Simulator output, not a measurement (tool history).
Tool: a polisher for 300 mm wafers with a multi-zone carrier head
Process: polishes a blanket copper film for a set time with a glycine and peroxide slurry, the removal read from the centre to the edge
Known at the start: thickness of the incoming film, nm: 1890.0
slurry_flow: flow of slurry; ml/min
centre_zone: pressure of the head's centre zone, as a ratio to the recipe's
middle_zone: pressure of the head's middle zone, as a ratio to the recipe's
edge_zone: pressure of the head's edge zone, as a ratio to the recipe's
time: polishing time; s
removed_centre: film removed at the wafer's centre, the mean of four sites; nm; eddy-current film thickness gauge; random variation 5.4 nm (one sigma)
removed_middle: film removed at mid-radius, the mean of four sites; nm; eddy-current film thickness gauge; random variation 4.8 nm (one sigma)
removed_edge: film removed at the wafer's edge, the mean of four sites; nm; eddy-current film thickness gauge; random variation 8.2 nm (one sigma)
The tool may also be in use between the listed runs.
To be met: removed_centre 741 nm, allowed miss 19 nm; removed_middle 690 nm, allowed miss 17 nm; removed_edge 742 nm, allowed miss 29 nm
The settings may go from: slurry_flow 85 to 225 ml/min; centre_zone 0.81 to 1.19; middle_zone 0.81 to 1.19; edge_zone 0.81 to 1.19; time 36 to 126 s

run,hour,slurry_flow,centre_zone,middle_zone,edge_zone,time,removed_centre,removed_middle,removed_edge
1,0,145,1,1,1,81,511.13,495.22,497.49
2,6.2,145,1,1,1,67,415.44,407.03,405.88
3,15.2,145,1,1,1.06,67,419.75,411.6,420.43
4,24.2,145,0.94,1,1.06,67,410.09,412.6,405.52
5,32,150,0.97,1.01,1.08,71,445.58,442.39,445.82
6,35.3,155,1,1.03,1.1,74,470.82,475.82,473.21
7,35.9,160,1.02,1.03,1.11,77,499.2,492.5,494.91
8,43.4,160,1.04,1.03,1.12,81,532.33,526.09,531.95
9,45.6,160,1.06,1.03,1.13,84,559.02,537.62,547.18
10,52.6,165,1.06,1.02,1.14,87,582.46,551.47,570.99
# hour 54.6: worn pad replaced by a new one
11,54.6,160,1.07,1.02,1.15,90,631.83,611.43,618.58
12,58,155,1.07,1,1.16,91,652.24,600.47,637.47
13,60.4,155,1.07,1,1.16,92,649.03,609.61,646.64
14,65.7,155,1.08,1,1.16,93,669.98,613.15,647.22
15,72.7,155,1.07,1,1.16,94,664.66,627.36,650.89
16,78.2,155,1.07,0.99,1.16,95,672.53,621.09,657

Which of these 4 next moves meets every target?
A,83.7,150,1.07,0.99,1.19,105,?,?,?
B,83.7,100,1.02,0.86,1.19,118,?,?,?
C,83.7,145,0.83,0.82,1.19,117,?,?,?
D,83.7,130,0.9,0.81,1.19,121,?,?,?

move,removed_centre,removed_middle,removed_edge
A,728.41,690.39,743.97
B,730.05,642.18,796.33
C,686.46,654.94,827.68
D,730.61,658.36,845.11
A: meets every target
B: nearer than the last run, and not there yet
C: nearer than the last run, and not there yet
D: nearer than the last run, and not there yet
Answer: A

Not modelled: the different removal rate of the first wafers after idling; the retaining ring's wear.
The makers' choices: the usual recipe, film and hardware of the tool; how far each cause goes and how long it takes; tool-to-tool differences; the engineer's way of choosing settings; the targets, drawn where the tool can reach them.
